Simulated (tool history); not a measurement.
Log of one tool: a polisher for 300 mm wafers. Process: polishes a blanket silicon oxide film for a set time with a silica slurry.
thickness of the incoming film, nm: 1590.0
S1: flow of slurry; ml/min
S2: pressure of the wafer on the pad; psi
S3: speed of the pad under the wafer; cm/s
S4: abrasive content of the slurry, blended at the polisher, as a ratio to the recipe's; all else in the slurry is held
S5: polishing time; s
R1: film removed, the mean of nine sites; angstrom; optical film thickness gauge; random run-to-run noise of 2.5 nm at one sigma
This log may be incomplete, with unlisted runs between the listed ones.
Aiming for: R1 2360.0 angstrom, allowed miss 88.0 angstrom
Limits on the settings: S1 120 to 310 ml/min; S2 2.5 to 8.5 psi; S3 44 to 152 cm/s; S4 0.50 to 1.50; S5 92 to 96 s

{"run": 1, "day": 0.0, "S1": 200, "S2": 5.5, "S3": 98, "S4": 1.0, "S5": 92, "R1": 3820.2}
{"run": 2, "day": 0.346, "S1": 200, "S2": 4.8, "S3": 98, "S4": 1.0, "S5": 92, "R1": 3294.6}
{"run": 3, "day": 0.579, "S1": 180, "S2": 4.8, "S3": 98, "S4": 1.0, "S5": 92, "R1": 3343.6}
{"run": 4, "day": 0.908, "S1": 180, "S2": 4.3, "S3": 98, "S4": 1.0, "S5": 92, "R1": 2945.9}
{"run": 5, "day": 1.258, "S1": 180, "S2": 4.3, "S3": 82, "S4": 1.0, "S5": 92, "R1": 2632.0}
{"run": 6, "day": 1.296, "S1": 180, "S2": 4.3, "S3": 82, "S4": 1.0, "S5": 92, "R1": 2646.0}
{"run": 7, "day": 1.358, "S1": 180, "S2": 4.1, "S3": 82, "S4": 1.0, "S5": 92, "R1": 2563.3}
{"run": 8, "day": 1.546, "S1": 180, "S2": 4.0, "S3": 82, "S4": 1.0, "S5": 92, "R1": 2480.5}

5 next moves are on the table. One of them brings every result within its allowed miss. Which?
{"run": "A", "day": 1.733, "S1": 175, "S2": 4.7, "S3": 74, "S4": 0.95, "S5": 92, "R1": "?"}
{"run": "B", "day": 1.733, "S1": 180, "S2": 5.2, "S3": 44, "S4": 0.95, "S5": 92, "R1": "?"}
{"run": "C", "day": 1.733, "S1": 165, "S2": 3.6, "S3": 72, "S4": 1.0, "S5": 92, "R1": "?"}
{"run": "D", "day": 1.733, "S1": 180, "S2": 3.9, "S3": 90, "S4": 1.05, "S5": 96, "R1": "?"}
{"run": "E", "day": 1.733, "S1": 160, "S2": 3.7, "S3": 78, "S4": 1.0, "S5": 92, "R1": "?"}

move=A R1=2675.1
move=B R1=2352.8
move=C R1=2063.4
move=D R1=2677.7
move=E R1=2194.5
A: moves away from the targets compared with the last run
B: meets every target
C: takes the result that was furthest off past its target
D: moves away from the targets compared with the last run
E: takes the result that was furthest off past its target
Answer: B
